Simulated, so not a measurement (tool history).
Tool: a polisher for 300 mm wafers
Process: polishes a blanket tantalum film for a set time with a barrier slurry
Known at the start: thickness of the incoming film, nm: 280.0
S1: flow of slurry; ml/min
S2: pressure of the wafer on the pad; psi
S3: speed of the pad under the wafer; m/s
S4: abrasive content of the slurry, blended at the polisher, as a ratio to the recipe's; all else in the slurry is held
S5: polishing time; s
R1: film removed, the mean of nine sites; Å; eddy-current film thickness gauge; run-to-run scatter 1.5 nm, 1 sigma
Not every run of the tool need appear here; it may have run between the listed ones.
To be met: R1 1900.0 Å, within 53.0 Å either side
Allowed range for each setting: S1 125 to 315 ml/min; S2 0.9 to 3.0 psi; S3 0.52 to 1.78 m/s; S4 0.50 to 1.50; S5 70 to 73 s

| run | day | S1 | S2 | S3 | S4 | S5 | R1 |
|---|---|---|---|---|---|---|---|
| 1 | 0.000 | 205 | 1.9 | 1.14 | 1.00 | 70 | 1126.1 |
| 2 | 0.062 | 210 | 2.1 | 1.14 | 1.00 | 70 | 1234.3 |
| 3 | 0.321 | 210 | 2.1 | 1.14 | 1.00 | 73 | 1299.3 |
| 4 | 0.525 | 210 | 2.2 | 1.14 | 1.00 | 73 | 1368.0 |
| 5 | 0.846 | 210 | 2.2 | 1.30 | 1.00 | 73 | 1554.7 |
| 6 | 1.054 | 210 | 2.2 | 1.04 | 1.00 | 73 | 1244.5 |
| 7 | 1.229 | 210 | 2.4 | 1.04 | 1.00 | 73 | 1357.0 |
| 8 | 1.542 | 215 | 2.5 | 1.06 | 1.00 | 73 | 1430.8 |
| 9 | 1.567 | 215 | 2.6 | 1.08 | 1.00 | 73 | 1520.1 |
| 10 | 1.733 | 215 | 2.6 | 1.08 | 1.00 | 73 | 1529.1 |
| 11 | 1.983 | 235 | 3.0 | 1.08 | 1.00 | 73 | 1763.9 |
| 12 | 2.083 | 235 | 3.0 | 1.10 | 1.00 | 73 | 1798.5 |
| 13 | 2.138 | 235 | 3.0 | 1.12 | 1.00 | 73 | 1833.3 |

Exactly one of the 4 candidate moves below puts every result within its allowed miss. Which one?
| A | 2.192 | 200 | 3.0 | 1.26 | 0.80 | 72 | ? |
| B | 2.192 | 260 | 2.7 | 1.16 | 1.05 | 73 | ? |
| C | 2.192 | 255 | 3.0 | 1.18 | 0.70 | 71 | ? |
| D | 2.192 | 220 | 2.9 | 1.14 | 1.05 | 70 | ? |

| move | R1 |
|---|---|
| A | 1921.9 |
| B | 1761.5 |
| C | 1760.4 |
| D | 1756.3 |
A: all results in spec
B: further off than the last run
C: further off than the last run
D: further off than the last run
A meets every target.
